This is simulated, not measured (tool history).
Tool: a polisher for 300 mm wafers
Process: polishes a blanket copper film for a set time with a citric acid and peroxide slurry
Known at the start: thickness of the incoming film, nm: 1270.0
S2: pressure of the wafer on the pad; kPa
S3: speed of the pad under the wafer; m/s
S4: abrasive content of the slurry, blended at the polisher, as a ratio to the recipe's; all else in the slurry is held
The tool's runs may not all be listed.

run 1 day=0 | flow_of_slurry_(ml/min)=195 S2=15.9 S3=1.16 S4=1 polishing_time_(s)=50 | film_removed_(angstrom)=1090.3
run 2 day=0.271 | flow_of_slurry_(ml/min)=195 S2=15.2 S3=1.16 S4=1 polishing_time_(s)=50 | film_removed_(angstrom)=1039.7
run 3 day=0.525 | flow_of_slurry_(ml/min)=195 S2=15.2 S3=1.16 S4=1 polishing_time_(s)=44 | film_removed_(angstrom)=933.08
run 4 day=0.725 | flow_of_slurry_(ml/min)=195 S2=15.2 S3=1.16 S4=0.8 polishing_time_(s)=44 | film_removed_(angstrom)=887.77
run 5 day=0.971 | flow_of_slurry_(ml/min)=235 S2=15.2 S3=1.16 S4=0.8 polishing_time_(s)=44 | film_removed_(angstrom)=906.53
run 6 day=0.996 | flow_of_slurry_(ml/min)=235 S2=17.2 S3=1.16 S4=0.8 polishing_time_(s)=44 | film_removed_(angstrom)=1011.5
run 7 day=1.238 | flow_of_slurry_(ml/min)=235 S2=16.5 S3=1.16 S4=0.8 polishing_time_(s)=44 | film_removed_(angstrom)=969.92
run 8 day=1.379 | flow_of_slurry_(ml/min)=235 S2=15.9 S3=1.16 S4=0.8 polishing_time_(s)=44 | film_removed_(angstrom)=963.22
run 9 day=1.679 | flow_of_slurry_(ml/min)=230 S2=15.9 S3=1.16 S4=0.8 polishing_time_(s)=44 | film_removed_(angstrom)=938.45

Run 10 comes next. What will it give?
run 10 day=1.933 | flow_of_slurry_(ml/min)=230 S2=14.5 S3=1.16 S4=0.8 polishing_time_(s)=44 | film_removed_(angstrom)=?

Run 10 gave film removed (angstrom) 871.

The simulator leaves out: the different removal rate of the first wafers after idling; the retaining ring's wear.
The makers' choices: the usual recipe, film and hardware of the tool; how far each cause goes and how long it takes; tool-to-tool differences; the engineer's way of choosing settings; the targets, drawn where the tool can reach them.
